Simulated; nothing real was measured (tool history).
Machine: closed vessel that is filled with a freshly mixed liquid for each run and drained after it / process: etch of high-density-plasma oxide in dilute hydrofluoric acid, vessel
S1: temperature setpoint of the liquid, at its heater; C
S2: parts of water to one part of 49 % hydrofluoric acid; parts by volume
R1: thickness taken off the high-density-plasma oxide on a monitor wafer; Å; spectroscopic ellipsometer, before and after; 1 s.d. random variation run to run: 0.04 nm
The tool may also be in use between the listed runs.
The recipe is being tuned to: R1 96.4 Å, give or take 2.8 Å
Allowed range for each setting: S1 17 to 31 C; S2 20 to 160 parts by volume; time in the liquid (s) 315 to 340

run 1 hour=0 | S1=23 S2=90 time_in_the_liquid_(s)=315 | R1=176.15
run 2 hour=5.2 | S1=21 S2=100 time_in_the_liquid_(s)=315 | R1=143.6
run 3 hour=12.3 | S1=21 S2=100 time_in_the_liquid_(s)=315 | R1=145.23
run 4 hour=14.6 | S1=21 S2=120 time_in_the_liquid_(s)=315 | R1=117.98
run 5 hour=16.2 | S1=19.5 S2=120 time_in_the_liquid_(s)=315 | R1=110.85
run 6 hour=22.5 | S1=19.5 S2=120 time_in_the_liquid_(s)=340 | R1=119.96
run 7 hour=26.8 | S1=18.5 S2=125 time_in_the_liquid_(s)=340 | R1=110.58
run 8 hour=35.4 | S1=18 S2=125 time_in_the_liquid_(s)=340 | R1=108.21
run 9 hour=40.1 | S1=18 S2=125 time_in_the_liquid_(s)=340 | R1=107.5
run 10 hour=46.1 | S1=17.5 S2=125 time_in_the_liquid_(s)=340 | R1=105.36

4 candidate next runs follow, results not yet known. Just one meets every target within its allowed miss. Identify it.
run A hour=52.1 | S1=20.5 S2=140 time_in_the_liquid_(s)=330 | R1=?
run B hour=52.1 | S1=17 S2=120 time_in_the_liquid_(s)=325 | R1=?
run C hour=52.1 | S1=19 S2=135 time_in_the_liquid_(s)=340 | R1=?
run D hour=52.1 | S1=17 S2=125 time_in_the_liquid_(s)=320 | R1=?

move=A R1=101.61
move=B R1=103.6
move=C R1=102.85
move=D R1=97.418
A: nearer the targets than the last run, but a result is still out of spec
B: nearer the targets than the last run, but a result is still out of spec
C: nearer the targets than the last run, but a result is still out of spec
D: all results in spec
Move D is the one to make.
